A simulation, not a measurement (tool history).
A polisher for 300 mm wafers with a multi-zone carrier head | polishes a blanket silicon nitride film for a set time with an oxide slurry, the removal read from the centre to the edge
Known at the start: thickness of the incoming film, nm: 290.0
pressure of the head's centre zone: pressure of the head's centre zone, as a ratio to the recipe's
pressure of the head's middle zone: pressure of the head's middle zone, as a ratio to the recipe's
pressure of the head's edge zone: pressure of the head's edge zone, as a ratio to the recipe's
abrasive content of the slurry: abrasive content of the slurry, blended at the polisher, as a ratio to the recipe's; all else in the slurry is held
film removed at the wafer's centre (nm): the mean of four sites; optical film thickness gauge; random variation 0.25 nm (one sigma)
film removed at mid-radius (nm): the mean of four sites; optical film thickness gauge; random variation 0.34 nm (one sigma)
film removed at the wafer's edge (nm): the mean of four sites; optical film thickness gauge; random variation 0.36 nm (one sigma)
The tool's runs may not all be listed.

run	hour	flow of slurry (ml/min)	pressure of the head's centre zone	pressure of the head's middle zone	pressure of the head's edge zone	abrasive content of the slurry	polishing time (s)	film removed at the wafer's centre (nm)	film removed at mid-radius (nm)	film removed at the wafer's edge (nm)
1	0	285	1	1	1	1	46	38.722	37.327	37.411
2	4	285	1	1	1	0.85	46	35.963	35.756	34.701
3	9	285	1	1	1	0.75	46	33.891	34.353	33.239
4	14.2	285	1	1	1	0.55	46	29.552	29.657	28.607
5	15.4	285	1	1	1.08	0.55	46	29.335	29.125	30.46
6	17.6	285	1	1	1.08	0.5	46	28.675	28.558	28.487
7	26.1	330	1.08	1.1	1.15	0.75	45	36.754	35.61	34.546
8	34.5	330	1.08	1.1	1.15	0.75	45	36.181	36.528	35.442
9	37.2	320	1.07	1.1	1.15	0.75	45	35.401	35.658	35.218

Run 10 comes next. What will it give?
10	39	315	1.07	1.1	1.15	0.75	45	?	?	?

film removed at the wafer's centre (nm): 36.243
film removed at mid-radius (nm): 35.889
film removed at the wafer's edge (nm): 34.733
